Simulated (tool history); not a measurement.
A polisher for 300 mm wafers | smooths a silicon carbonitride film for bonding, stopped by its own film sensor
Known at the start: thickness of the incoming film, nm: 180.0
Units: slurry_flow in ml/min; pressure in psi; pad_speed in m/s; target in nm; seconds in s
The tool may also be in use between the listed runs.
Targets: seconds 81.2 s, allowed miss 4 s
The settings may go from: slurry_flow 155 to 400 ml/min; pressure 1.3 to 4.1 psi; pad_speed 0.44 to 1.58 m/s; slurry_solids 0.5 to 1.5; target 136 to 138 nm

run	hour	slurry_flow	pressure	pad_speed	slurry_solids	target	seconds
1	0	255	2.7	1	1	138	106.43
2	6.7	220	2.7	1	1	138	109.88
3	10.3	225	2.8	1	1	138	102.07
4	12.1	225	2.9	1	1	138	100.63
5	13.2	225	3	1	1	138	96.51
6	15.4	225	2.7	1	1	138	105.48
7	23.9	225	2.8	1	1	138	101.48
8	29.4	225	2.9	1	1	138	99.644

Which of these 5 next moves meets every target?
A	34.9	275	2.7	0.82	0.95	136	?
B	34.9	195	3.6	1.14	1.25	138	?
C	34.9	175	2.9	1.02	1.1	138	?
D	34.9	235	2.3	0.86	1.35	138	?
E	34.9	255	3.3	1.14	0.95	138	?

move	seconds
A	132.06
B	71.156
C	97.32
D	120.29
E	83.46
A: further off than the last run
B: takes the result that was furthest off past its target
C: nearer than the last run, and not there yet
D: further off than the last run
E: meets every target
The right move is E.
